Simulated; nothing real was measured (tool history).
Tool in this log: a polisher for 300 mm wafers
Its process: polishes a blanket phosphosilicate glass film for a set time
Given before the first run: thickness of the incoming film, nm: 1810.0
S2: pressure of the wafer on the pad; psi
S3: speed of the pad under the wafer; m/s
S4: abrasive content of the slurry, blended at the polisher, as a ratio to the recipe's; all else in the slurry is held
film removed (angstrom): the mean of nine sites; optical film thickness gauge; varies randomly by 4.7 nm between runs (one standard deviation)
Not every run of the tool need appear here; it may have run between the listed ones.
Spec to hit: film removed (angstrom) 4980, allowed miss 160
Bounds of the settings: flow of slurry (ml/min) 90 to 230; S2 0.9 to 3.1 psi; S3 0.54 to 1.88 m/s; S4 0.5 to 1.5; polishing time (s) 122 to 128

run 1 day=0 | flow_of_slurry_(ml/min)=150 S2=2 S3=1.2 S4=1 polishing_time_(s)=122 | film_removed_(angstrom)=7109.5
run 2 day=0.375 | flow_of_slurry_(ml/min)=125 S2=2 S3=1.2 S4=1 polishing_time_(s)=122 | film_removed_(angstrom)=6824.6
run 3 day=0.708 | flow_of_slurry_(ml/min)=125 S2=1.9 S3=1.2 S4=1 polishing_time_(s)=122 | film_removed_(angstrom)=6439.1
run 4 day=0.946 | flow_of_slurry_(ml/min)=120 S2=1.8 S3=1.2 S4=1 polishing_time_(s)=122 | film_removed_(angstrom)=6015.3
run 5 day=1.192 | flow_of_slurry_(ml/min)=120 S2=2.3 S3=1.2 S4=1 polishing_time_(s)=122 | film_removed_(angstrom)=7664.8
run 6 day=1.4 | flow_of_slurry_(ml/min)=120 S2=2.3 S3=1.2 S4=1.15 polishing_time_(s)=122 | film_removed_(angstrom)=8043.4
run 7 day=1.529 | flow_of_slurry_(ml/min)=115 S2=2.2 S3=1.2 S4=1.15 polishing_time_(s)=122 | film_removed_(angstrom)=7740.7
run 8 day=1.896 | flow_of_slurry_(ml/min)=115 S2=2.1 S3=1.2 S4=1.15 polishing_time_(s)=122 | film_removed_(angstrom)=7479
run 9 day=2.196 | flow_of_slurry_(ml/min)=115 S2=2 S3=1.2 S4=1.15 polishing_time_(s)=122 | film_removed_(angstrom)=7008
run 10 day=2.279 | flow_of_slurry_(ml/min)=115 S2=1.9 S3=1.2 S4=1.15 polishing_time_(s)=122 | film_removed_(angstrom)=6748.4
run 11 day=2.388 | flow_of_slurry_(ml/min)=115 S2=1.8 S3=1.2 S4=1.15 polishing_time_(s)=122 | film_removed_(angstrom)=6386.3
run 12 day=2.667 | flow_of_slurry_(ml/min)=115 S2=1.7 S3=1.2 S4=1.15 polishing_time_(s)=122 | film_removed_(angstrom)=5947.8
run 13 day=3.021 | flow_of_slurry_(ml/min)=105 S2=1.5 S3=1.2 S4=1.15 polishing_time_(s)=122 | film_removed_(angstrom)=5161.4

Exactly one of the 5 candidate moves below puts every result within its allowed miss. Which one?
run A day=3.375 | flow_of_slurry_(ml/min)=105 S2=1.5 S3=1.06 S4=1.15 polishing_time_(s)=122 | film_removed_(angstrom)=?
run B day=3.375 | flow_of_slurry_(ml/min)=100 S2=1.1 S3=1.72 S4=0.9 polishing_time_(s)=122 | film_removed_(angstrom)=?
run C day=3.375 | flow_of_slurry_(ml/min)=150 S2=1.3 S3=1.3 S4=1 polishing_time_(s)=122 | film_removed_(angstrom)=?
run D day=3.375 | flow_of_slurry_(ml/min)=155 S2=1.2 S3=1.28 S4=1 polishing_time_(s)=124 | film_removed_(angstrom)=?
run E day=3.375 | flow_of_slurry_(ml/min)=125 S2=1.4 S3=1.16 S4=0.9 polishing_time_(s)=128 | film_removed_(angstrom)=?

move=A film_removed_(angstrom)=4629.9
move=B film_removed_(angstrom)=4520.4
move=C film_removed_(angstrom)=4883.3
move=D film_removed_(angstrom)=4570
move=E film_removed_(angstrom)=4620.3
A: the result that was furthest off in the last run now lies on the other side of its target
B: the result that was furthest off in the last run now lies on the other side of its target
C: every result within its allowed miss
D: the result that was furthest off in the last run now lies on the other side of its target
E: the result that was furthest off in the last run now lies on the other side of its target
C meets every target.
